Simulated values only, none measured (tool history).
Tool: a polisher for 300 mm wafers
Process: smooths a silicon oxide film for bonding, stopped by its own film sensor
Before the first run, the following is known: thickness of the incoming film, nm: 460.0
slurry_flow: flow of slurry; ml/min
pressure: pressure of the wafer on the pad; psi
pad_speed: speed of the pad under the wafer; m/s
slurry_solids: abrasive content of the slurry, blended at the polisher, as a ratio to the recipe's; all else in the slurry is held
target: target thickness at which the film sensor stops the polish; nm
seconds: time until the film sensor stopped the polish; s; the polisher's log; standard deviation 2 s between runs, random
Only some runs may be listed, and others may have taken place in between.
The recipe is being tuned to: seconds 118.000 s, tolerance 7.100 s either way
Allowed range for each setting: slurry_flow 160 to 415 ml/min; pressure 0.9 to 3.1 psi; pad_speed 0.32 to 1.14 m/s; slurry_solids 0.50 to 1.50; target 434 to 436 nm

run 1 day=0.000 | slurry_flow=265 pressure=2.0 pad_speed=0.72 slurry_solids=1.00 target=434 | seconds=59.944
run 2 day=0.338 | slurry_flow=265 pressure=2.0 pad_speed=0.72 slurry_solids=1.15 target=434 | seconds=56.548
run 3 day=0.479 | slurry_flow=265 pressure=2.0 pad_speed=0.72 slurry_solids=1.10 target=434 | seconds=57.274
run 4 day=0.567 | slurry_flow=265 pressure=1.9 pad_speed=0.70 slurry_solids=1.10 target=434 | seconds=60.882
run 5 day=0.658 | slurry_flow=265 pressure=1.9 pad_speed=0.70 slurry_solids=1.10 target=434 | seconds=61.434
run 6 day=0.896 | slurry_flow=265 pressure=1.9 pad_speed=0.70 slurry_solids=0.90 target=434 | seconds=65.790
run 7 day=1.267 | slurry_flow=265 pressure=1.8 pad_speed=0.68 slurry_solids=0.90 target=434 | seconds=69.906
run 8 day=1.329 | slurry_flow=265 pressure=1.7 pad_speed=0.66 slurry_solids=0.90 target=434 | seconds=73.647

Which one of the following 5 next-run settings gets every result inside its allowed miss? There is exactly one.
run A day=1.392 | slurry_flow=245 pressure=1.5 pad_speed=0.38 slurry_solids=0.85 target=434 | seconds=?
run B day=1.392 | slurry_flow=305 pressure=2.0 pad_speed=0.86 slurry_solids=1.45 target=434 | seconds=?
run C day=1.392 | slurry_flow=235 pressure=1.4 pad_speed=0.56 slurry_solids=0.90 target=434 | seconds=?
run D day=1.392 | slurry_flow=275 pressure=2.0 pad_speed=0.86 slurry_solids=0.85 target=434 | seconds=?
run E day=1.392 | slurry_flow=300 pressure=1.5 pad_speed=0.40 slurry_solids=1.10 target=434 | seconds=?

move=A seconds=118.950
move=B seconds=47.196
move=C seconds=96.720
move=D seconds=58.948
move=E seconds=100.740
A: each result inside its tolerance
B: the biggest miss grows against the last run
C: nearer the targets than the last run, but a result is still out of spec
D: the biggest miss grows against the last run
E: nearer the targets than the last run, but a result is still out of spec
A meets every target.
